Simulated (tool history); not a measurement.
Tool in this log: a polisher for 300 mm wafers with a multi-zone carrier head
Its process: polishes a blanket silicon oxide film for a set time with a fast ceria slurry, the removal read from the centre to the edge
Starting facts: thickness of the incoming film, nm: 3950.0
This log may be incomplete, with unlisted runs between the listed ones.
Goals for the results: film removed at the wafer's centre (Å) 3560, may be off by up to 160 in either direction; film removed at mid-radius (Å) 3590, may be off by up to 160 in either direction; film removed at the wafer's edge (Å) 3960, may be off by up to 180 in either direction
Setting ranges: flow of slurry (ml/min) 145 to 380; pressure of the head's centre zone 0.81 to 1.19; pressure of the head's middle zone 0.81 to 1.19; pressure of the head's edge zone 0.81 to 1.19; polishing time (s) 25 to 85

run	hour	flow of slurry (ml/min)	pressure of the head's centre zone	pressure of the head's middle zone	pressure of the head's edge zone	polishing time (s)	film removed at the wafer's centre (Å)	film removed at mid-radius (Å)	film removed at the wafer's edge (Å)
1	0	245	1	1	1	55	4732.6	4809.7	4702.8
2	2.7	245	1	1	1	67	5829	5887.8	5681.8
3	10.7	240	0.97	0.96	0.99	61	5105.8	5172.3	5288.2
4	17.9	290	0.97	0.96	0.99	61	5262	5357.1	5358.2
5	20.2	275	0.96	0.94	0.98	55	4572	4744.2	4759
6	23.5	215	0.96	0.94	0.98	55	4416.8	4674.2	4707.4
7	25	215	0.96	0.91	0.99	51	4027	4155.6	4308.3
8	27.7	210	0.96	0.89	1	50	3963.4	4064.9	4314.6
9	29	205	0.96	0.87	1	48	3748.4	3740.5	3985.3
10	37.5	200	0.95	0.86	1	48	3809.7	3753.6	4015.4
11	39	195	0.93	0.85	1.01	48	3601.2	3664.6	3998.7
12	45.1	195	0.93	0.85	1.01	48	3574.4	3780.9	3967.5

Of the 4 settings listed for the next run, only one would bring every result within its allowed miss of target. Which one?
A	51.2	230	0.94	0.94	0.98	48	?	?	?
B	51.2	190	0.89	0.9	1.01	50	?	?	?
C	51.2	205	0.97	0.89	1.12	45	?	?	?
D	51.2	235	0.96	1.03	0.88	44	?	?	?

move	film removed at the wafer's centre (Å)	film removed at mid-radius (Å)	film removed at the wafer's edge (Å)
A	3879.2	4075.9	4096.7
B	3697.3	4031.4	4231.5
C	3681.4	3652.2	4031.7
D	3645.7	3931.6	3591.7
A: the biggest miss grows against the last run
B: the biggest miss grows against the last run
C: meets every target
D: the biggest miss grows against the last run
C is the move that brings every result within its allowed miss.
